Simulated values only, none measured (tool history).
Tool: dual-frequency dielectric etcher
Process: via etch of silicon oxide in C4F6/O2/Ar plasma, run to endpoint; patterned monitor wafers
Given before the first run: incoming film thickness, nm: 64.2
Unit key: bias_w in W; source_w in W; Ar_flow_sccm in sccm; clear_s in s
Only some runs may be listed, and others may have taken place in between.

run	day	bias_w	source_w	Ar_flow_sccm	clear_s
1	0	456	360	230	15.409
2	0.125	456	380	230	15.218
3	0.196	456	320	230	16.317
4	0.238	438	320	230	16.644
5	0.288	438	350	230	16.143
6	0.517	501	350	230	15.137
7	0.829	467	350	230	15.52
8	0.996	441	350	230	15.993
9	1.129	421	350	230	16.285
10	1.404	405	350	230	16.752

What does the tool deliver on the next run?
11	1.583	397	350	230	?

{"run 11": {"clear_s": 16.832}}
